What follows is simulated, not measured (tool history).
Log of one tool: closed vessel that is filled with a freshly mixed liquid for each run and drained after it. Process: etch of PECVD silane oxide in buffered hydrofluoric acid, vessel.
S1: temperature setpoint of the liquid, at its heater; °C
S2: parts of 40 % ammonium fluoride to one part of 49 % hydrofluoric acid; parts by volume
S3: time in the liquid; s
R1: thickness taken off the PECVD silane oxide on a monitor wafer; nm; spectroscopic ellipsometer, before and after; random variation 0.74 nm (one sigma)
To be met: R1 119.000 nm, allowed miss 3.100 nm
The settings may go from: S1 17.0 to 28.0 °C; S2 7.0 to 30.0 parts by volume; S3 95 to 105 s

run  hour    S1    S2  S3       R1
  1   0.0  20.0  20.0  95   64.320
  2   3.7  20.0  20.0  95   64.436
  3   4.9  17.0  20.0  95   53.581
  4   7.3  20.0  19.0  95   67.362
  5  14.1  22.0  18.5  95   77.068
     22.5  -- thermometer replaced
  6  22.5  23.5  18.0  95   96.119
  7  29.8  23.5  18.0  95   95.918
  8  35.9  24.0  18.0  95   98.442
  9  39.1  24.5  18.0  95  101.880
 10  40.0  25.0  18.0  95  105.160

4 next moves are on the table. One of them brings every result within its allowed miss. Which?
  A  40.9  22.0  20.5  105   ?
  B  40.9  26.0  20.0   95   ?
  C  40.9  27.5  19.0  100   ?
  D  40.9  25.5  19.0   95   ?

move       R1
   A   86.346
   B   98.915
   C  118.720
   D  101.270
A: further off than the last run
B: further off than the last run
C: meets every target
D: further off than the last run
The right move is C.
